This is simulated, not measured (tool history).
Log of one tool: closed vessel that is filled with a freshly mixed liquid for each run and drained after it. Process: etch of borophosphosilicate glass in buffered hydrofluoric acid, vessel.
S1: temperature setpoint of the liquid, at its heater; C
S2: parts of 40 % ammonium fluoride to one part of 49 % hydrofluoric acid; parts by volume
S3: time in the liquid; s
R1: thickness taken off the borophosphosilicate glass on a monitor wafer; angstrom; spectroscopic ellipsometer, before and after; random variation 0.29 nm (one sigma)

| run | hour | S1 | S2 | S3 | R1 |
|---|---|---|---|---|---|
| 1 | 0.0 | 22.0 | 16.0 | 90 | 834.80 |
| 2 | 2.8 | 22.0 | 16.0 | 90 | 847.84 |
| 3 | 11.7 | 20.5 | 16.5 | 90 | 753.95 |
| 4 | 13.8 | 22.5 | 16.5 | 90 | 838.42 |
| 5 | 14.7 | 22.5 | 19.0 | 90 | 732.99 |
| 6 | 18.7 | 24.0 | 19.0 | 90 | 793.74 |

Run 7 comes next. What will it give?
| 7 | 22.7 | 22.5 | 19.0 | 90 | ? |

{"run 7": {"R1": 729.81}}
